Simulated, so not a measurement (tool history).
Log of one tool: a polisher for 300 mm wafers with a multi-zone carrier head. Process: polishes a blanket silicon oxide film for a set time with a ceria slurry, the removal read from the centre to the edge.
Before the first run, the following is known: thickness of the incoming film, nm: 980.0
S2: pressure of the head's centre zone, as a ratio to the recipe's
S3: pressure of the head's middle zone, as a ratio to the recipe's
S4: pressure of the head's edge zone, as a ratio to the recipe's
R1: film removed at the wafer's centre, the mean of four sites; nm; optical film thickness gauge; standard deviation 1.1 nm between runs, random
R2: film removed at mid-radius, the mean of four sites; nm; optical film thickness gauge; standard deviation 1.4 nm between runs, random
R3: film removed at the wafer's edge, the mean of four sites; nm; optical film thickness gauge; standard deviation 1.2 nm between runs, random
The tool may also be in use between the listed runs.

Run 1, hour 0: flow of slurry (ml/min) 125, S2 1, S3 1, S4 1, polishing time (s) 48. Result: R1 298.03 nm, R2 292.72 nm, R3 295.96 nm.
Run 2, hour 8.4: flow of slurry (ml/min) 120, S2 0.98, S3 0.98, S4 0.98, polishing time (s) 43. Result: R1 258.22 nm, R2 259.1 nm, R3 265.54 nm.
Run 3, hour 15.7: flow of slurry (ml/min) 120, S2 0.98, S3 0.92, S4 0.98, polishing time (s) 43. Result: R1 256.02 nm, R2 241.44 nm, R3 260.45 nm.
Run 4, hour 23.2: flow of slurry (ml/min) 115, S2 0.96, S3 0.91, S4 0.95, polishing time (s) 39. Result: R1 225.02 nm, R2 214.04 nm, R3 231.15 nm.
Run 5, hour 25.5: flow of slurry (ml/min) 115, S2 0.96, S3 0.95, S4 0.95, polishing time (s) 39. Result: R1 225.12 nm, R2 226.32 nm, R3 232.38 nm.
Run 6, hour 26.4: flow of slurry (ml/min) 110, S2 0.94, S3 0.93, S4 0.93, polishing time (s) 37. Result: R1 205.93 nm, R2 207.61 nm, R3 216 nm.
Run 7, hour 27.9: flow of slurry (ml/min) 85, S2 0.84, S3 0.87, S4 0.83, polishing time (s) 24. Result: R1 111.34 nm, R2 119.99 nm, R3 125.9 nm.
Run 8, hour 33.8: flow of slurry (ml/min) 120, S2 0.84, S3 0.87, S4 0.91, polishing time (s) 23. Result: R1 117.83 nm, R2 122.08 nm, R3 135.11 nm.
Run 9, hour 38.6: flow of slurry (ml/min) 125, S2 0.85, S3 0.89, S4 0.92, polishing time (s) 23. Result: R1 123.58 nm, R2 128.07 nm, R3 137.83 nm.
Run 10, hour 43.3: flow of slurry (ml/min) 130, S2 0.85, S3 0.9, S4 0.94, polishing time (s) 23. Result: R1 124 nm, R2 131.96 nm, R3 138.42 nm.
Run 11, hour 45.2: flow of slurry (ml/min) 135, S2 0.85, S3 0.9, S4 0.96, polishing time (s) 23. Result: R1 123.81 nm, R2 132.9 nm, R3 141.52 nm.
Run 12, hour 50.2: flow of slurry (ml/min) 140, S2 0.85, S3 0.9, S4 0.97, polishing time (s) 23. Result: R1 126.26 nm, R2 133.18 nm, R3 144.52 nm.
Run 13, hour 55.3: flow of slurry (ml/min) 145, S2 0.85, S3 0.91, S4 0.97, polishing time (s) 23. Result: R1 125.07 nm, R2 134.76 nm, R3 143.54 nm.
Run 14, hour 63.6: flow of slurry (ml/min) 145, S2 0.86, S3 0.91, S4 0.98, polishing time (s) 23. Result: R1 129.44 nm, R2 134.46 nm, R3 144.04 nm.

Run 15 is up next; what results do you expect?
Run 15, hour 72: flow of slurry (ml/min) 145, S2 0.86, S3 0.92, S4 0.99, polishing time (s) 23. Result: R1 ?, R2 ?, R3 ?.

{"run 15": {"R1": 126.59, "R2": 135.89, "R3": 143.85}}
